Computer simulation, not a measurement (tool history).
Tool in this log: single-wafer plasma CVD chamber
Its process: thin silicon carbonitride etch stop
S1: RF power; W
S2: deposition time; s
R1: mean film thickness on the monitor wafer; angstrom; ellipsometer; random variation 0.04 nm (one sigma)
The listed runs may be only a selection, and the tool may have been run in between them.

run 1 hour=0 | S1=165 S2=19.9 | R1=113.4
run 2 hour=7.3 | S1=155 S2=18.5 | R1=102.14
run 3 hour=14.9 | S1=150 S2=17.6 | R1=95.744
run 4 hour=22.2 | S1=135 S2=17.6 | R1=92.51
run 5 hour=26.2 | S1=135 S2=15.2 | R1=79.537
run 6 hour=28.8 | S1=135 S2=16.2 | R1=84.69

Expected results for the next run?
run 7 hour=32.7 | S1=130 S2=15.9 | R1=?

Logged for run 7: R1 81.27 angstrom.
